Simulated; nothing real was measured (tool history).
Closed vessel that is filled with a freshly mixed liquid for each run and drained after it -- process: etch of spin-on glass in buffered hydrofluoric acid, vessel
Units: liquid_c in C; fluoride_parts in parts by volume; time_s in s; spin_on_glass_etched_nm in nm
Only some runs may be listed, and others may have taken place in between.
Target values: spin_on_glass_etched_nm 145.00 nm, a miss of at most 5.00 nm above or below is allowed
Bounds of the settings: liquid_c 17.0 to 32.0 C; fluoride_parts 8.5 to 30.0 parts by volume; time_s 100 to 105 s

{"run": 1, "hour": 0.0, "liquid_c": 24.0, "fluoride_parts": 23.5, "time_s": 100, "spin_on_glass_etched_nm": 192.18}
{"run": 2, "hour": 8.7, "liquid_c": 24.0, "fluoride_parts": 23.5, "time_s": 105, "spin_on_glass_etched_nm": 198.6}
{"run": 3, "hour": 13.0, "liquid_c": 22.5, "fluoride_parts": 23.5, "time_s": 105, "spin_on_glass_etched_nm": 183.22}
{"run": 4, "hour": 21.6, "liquid_c": 24.5, "fluoride_parts": 23.5, "time_s": 105, "spin_on_glass_etched_nm": 205.3}
{"run": 5, "hour": 27.7, "liquid_c": 22.5, "fluoride_parts": 24.0, "time_s": 105, "spin_on_glass_etched_nm": 183.96}
{"run": 6, "hour": 28.7, "liquid_c": 21.0, "fluoride_parts": 24.0, "time_s": 105, "spin_on_glass_etched_nm": 169.7}
{"run": 7, "hour": 32.2, "liquid_c": 20.0, "fluoride_parts": 24.0, "time_s": 105, "spin_on_glass_etched_nm": 160.37}
{"run": 8, "hour": 37.7, "liquid_c": 19.5, "fluoride_parts": 24.0, "time_s": 105, "spin_on_glass_etched_nm": 155.88}

Which one of the following 4 next-run settings gets every result inside its allowed miss? There is exactly one.
{"run": "A", "hour": 43.2, "liquid_c": 18.0, "fluoride_parts": 20.0, "time_s": 105, "spin_on_glass_etched_nm": "?"}
{"run": "B", "hour": 43.2, "liquid_c": 20.0, "fluoride_parts": 26.0, "time_s": 100, "spin_on_glass_etched_nm": "?"}
{"run": "C", "hour": 43.2, "liquid_c": 22.0, "fluoride_parts": 27.0, "time_s": 105, "spin_on_glass_etched_nm": "?"}
{"run": "D", "hour": 43.2, "liquid_c": 19.0, "fluoride_parts": 20.0, "time_s": 105, "spin_on_glass_etched_nm": "?"}

move=A spin_on_glass_etched_nm=161.19
move=B spin_on_glass_etched_nm=143.41
move=C spin_on_glass_etched_nm=164.08
move=D spin_on_glass_etched_nm=170.60
A: lands further from the targets than the last run did
B: in spec on every target
C: lands further from the targets than the last run did
D: lands further from the targets than the last run did
Move B is the one to make.
